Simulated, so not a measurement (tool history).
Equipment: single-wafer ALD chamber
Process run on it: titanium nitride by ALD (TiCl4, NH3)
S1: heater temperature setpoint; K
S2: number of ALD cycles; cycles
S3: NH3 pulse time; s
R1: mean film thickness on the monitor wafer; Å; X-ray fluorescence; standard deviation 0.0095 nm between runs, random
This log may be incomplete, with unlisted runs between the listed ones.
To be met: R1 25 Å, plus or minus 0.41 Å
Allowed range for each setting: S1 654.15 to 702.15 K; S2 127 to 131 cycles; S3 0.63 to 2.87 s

run  hour      S1   S2    S3      R1
  1     0  678.15  127  1.75  26.741
  2     8  671.15  127  1.75  26.658
  3  10.5  671.15  127  1.75  26.799
  4  12.7  665.15  127  1.75  26.492
  5  19.4  660.15  127  1.75  26.493
  6  28.5  659.15  127  1.59  26.314
  7  29.5  658.15  127  1.45  26.114
  8  32.3  657.15  127  1.33  25.886
  9  38.4  657.15  127  1.24  25.606
 10  46.5  654.15  127  0.68  23.274
 11  50.6  654.15  128  0.71  23.577
 12  58.1  654.15  128  0.74  23.945
 13    60  656.15  131  1.14  26.154
 14  69.1  656.15  130  1.14  25.981
 15  76.9  656.15  128  1.13  25.585
 16  85.7  654.15  127  0.63  22.853
 17  90.2  654.15  128  0.67  23.427
 18  98.4  654.15  128   0.7  23.578

Of the 5 settings listed for the next run, only one would bring every result within its allowed miss of target. Which one?
  A  106.6  654.15  127  1.02   ?
  B  106.6  654.15  127  0.78   ?
  C  106.6  654.15  131  0.68   ?
  D  106.6  654.15  129  0.74   ?
  E  106.6  659.15  130  0.65   ?

move      R1
   A  24.934
   B   23.93
   C  23.983
   D   24.06
   E  23.892
A: all results land within tolerance of their targets
B: nearer than the last run, and not there yet
C: nearer than the last run, and not there yet
D: nearer than the last run, and not there yet
E: nearer than the last run, and not there yet
Move A is the one to make.

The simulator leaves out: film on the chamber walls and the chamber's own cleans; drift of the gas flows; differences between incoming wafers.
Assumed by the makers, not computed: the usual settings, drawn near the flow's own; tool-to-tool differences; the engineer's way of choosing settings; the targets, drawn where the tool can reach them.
